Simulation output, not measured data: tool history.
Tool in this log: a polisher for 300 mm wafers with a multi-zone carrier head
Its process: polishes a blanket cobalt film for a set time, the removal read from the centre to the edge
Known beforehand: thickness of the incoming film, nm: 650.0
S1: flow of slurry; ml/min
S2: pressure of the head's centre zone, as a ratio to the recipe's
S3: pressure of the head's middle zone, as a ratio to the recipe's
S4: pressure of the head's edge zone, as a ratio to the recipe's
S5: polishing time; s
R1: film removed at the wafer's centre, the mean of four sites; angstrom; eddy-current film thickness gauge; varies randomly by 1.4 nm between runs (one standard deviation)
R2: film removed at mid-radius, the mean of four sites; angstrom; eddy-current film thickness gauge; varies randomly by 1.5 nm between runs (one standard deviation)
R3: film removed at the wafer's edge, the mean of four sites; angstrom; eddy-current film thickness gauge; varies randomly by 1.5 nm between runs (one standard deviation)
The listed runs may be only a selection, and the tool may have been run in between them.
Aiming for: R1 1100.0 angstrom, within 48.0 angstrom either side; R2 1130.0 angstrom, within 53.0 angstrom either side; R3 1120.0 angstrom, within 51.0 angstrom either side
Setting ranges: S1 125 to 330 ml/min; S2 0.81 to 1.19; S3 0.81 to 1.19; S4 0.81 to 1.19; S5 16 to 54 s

run	hour	S1	S2	S3	S4	S5	R1	R2	R3
1	0.0	210	1.00	1.00	1.00	35	1556.0	1523.8	1497.7
2	2.4	210	1.00	1.00	0.92	35	1547.2	1534.7	1451.4
3	8.4	210	1.00	1.00	0.97	35	1564.6	1564.6	1509.4
4	13.5	205	0.99	0.99	0.96	33	1463.8	1418.3	1419.3
5	22.1	205	0.99	0.99	1.04	33	1427.7	1428.3	1455.6
6	23.1	205	0.98	0.99	1.02	31	1357.1	1354.4	1331.3
7	26.5	205	0.96	0.98	1.02	30	1271.1	1288.7	1293.6
8	31.0	205	0.95	0.97	1.00	29	1211.6	1234.8	1245.0
9	35.3	205	0.95	0.97	0.99	29	1214.2	1231.8	1255.4
10	38.6	205	0.95	0.97	0.99	29	1207.8	1202.6	1252.5
11	41.2	205	0.95	0.98	0.98	28	1168.1	1159.0	1200.9
12	44.6	205	0.95	1.00	0.97	28	1181.6	1194.9	1209.8
13	51.0	205	0.95	1.01	0.96	28	1186.6	1241.0	1178.5
14	52.7	205	0.95	1.00	0.95	28	1185.2	1221.8	1170.4
15	55.0	200	0.94	0.99	0.94	28	1159.0	1199.0	1166.1
16	60.5	195	0.94	0.98	0.93	28	1193.6	1184.7	1141.1
17	68.2	195	0.93	0.98	0.93	28	1134.0	1180.6	1164.3
18	74.4	195	0.93	0.98	0.92	28	1143.7	1182.3	1162.2
19	78.7	195	0.93	0.98	0.91	28	1152.7	1194.1	1178.0

Below are 5 possible settings for the next run. Only one of them brings all results inside the allowed miss of their targets. Which is it?
A	83.0	195	0.95	0.90	0.89	29	?	?	?
B	83.0	190	0.94	0.98	0.93	27	?	?	?
C	83.0	200	1.00	1.13	0.94	26	?	?	?
D	83.0	195	0.97	1.00	0.93	28	?	?	?
E	83.0	240	0.86	1.04	0.85	29	?	?	?

move	R1	R2	R3
A	1218.3	1157.3	1177.7
B	1118.2	1151.9	1112.5
C	1153.6	1262.4	1080.9
D	1200.5	1220.2	1157.1
E	1149.1	1347.8	1179.5
A: puts the biggest miss on target and leaves a different result outside tolerance
B: all results land within tolerance of their targets
C: further off than the last run
D: further off than the last run
E: further off than the last run
The right move is B.

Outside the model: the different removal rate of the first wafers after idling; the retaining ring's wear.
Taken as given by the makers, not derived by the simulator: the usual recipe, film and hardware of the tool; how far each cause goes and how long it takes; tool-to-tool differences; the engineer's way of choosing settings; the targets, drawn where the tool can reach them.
